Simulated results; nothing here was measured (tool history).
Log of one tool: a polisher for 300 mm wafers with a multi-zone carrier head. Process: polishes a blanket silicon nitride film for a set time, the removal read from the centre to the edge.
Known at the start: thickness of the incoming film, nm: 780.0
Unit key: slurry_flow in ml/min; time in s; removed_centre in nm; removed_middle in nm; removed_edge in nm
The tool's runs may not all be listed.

run	day	slurry_flow	centre_zone	middle_zone	edge_zone	time	removed_centre	removed_middle	removed_edge
1	0.000	125	1.00	1.00	1.00	59	158.77	161.44	165.96
2	0.112	125	1.00	1.00	1.00	67	181.31	181.91	181.50
3	0.442	125	1.00	1.00	1.00	60	161.47	163.45	165.02
4	0.708	125	1.00	1.00	1.08	60	159.37	165.91	169.52
5	0.838	125	1.00	1.00	1.14	60	160.29	166.48	179.67
6	0.996	120	0.99	1.01	1.13	60	158.32	165.18	177.52
7	1.054	120	0.98	1.02	1.12	60	158.39	166.90	173.83

Run 8 is up next; what results do you expect?
8	1.133	115	0.97	1.03	1.12	60	?	?	?

removed_centre: 156.58 nm
removed_middle: 164.30 nm
removed_edge: 178.59 nm

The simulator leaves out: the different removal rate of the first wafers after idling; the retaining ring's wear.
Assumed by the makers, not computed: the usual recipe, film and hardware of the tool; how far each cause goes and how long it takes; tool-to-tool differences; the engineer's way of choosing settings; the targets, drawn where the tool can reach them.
